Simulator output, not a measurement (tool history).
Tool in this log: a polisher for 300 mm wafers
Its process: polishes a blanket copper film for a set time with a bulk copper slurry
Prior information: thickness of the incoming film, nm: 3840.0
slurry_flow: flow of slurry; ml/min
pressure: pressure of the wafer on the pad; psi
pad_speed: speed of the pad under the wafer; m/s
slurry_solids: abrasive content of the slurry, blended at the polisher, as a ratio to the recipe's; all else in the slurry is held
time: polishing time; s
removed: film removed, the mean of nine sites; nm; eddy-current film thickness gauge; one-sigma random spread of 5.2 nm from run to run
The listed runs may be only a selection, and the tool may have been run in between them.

run,day,slurry_flow,pressure,pad_speed,slurry_solids,time,removed
1,0,265,3.2,1.12,1,121,1660
2,0.246,290,3.2,1.12,1,121,1718
3,0.362,280,3,1.06,1,121,1515.6
4,0.462,315,3,1.06,1,121,1503.7
5,0.817,315,3,0.88,1,121,1272.2
6,1.192,315,2.8,0.84,1,121,1140
7,1.446,315,2.6,0.82,1,121,1039.2
8,1.612,315,2.4,0.8,1,121,946.33
9,1.733,315,2.3,0.78,1,121,890.3
10,1.879,315,2.3,0.78,1,121,884.32

Estimate the outcome of run 11 from the log above:
11,1.967,305,1.4,0.58,1,121,?

{"run 11": {"removed": 412.94}}
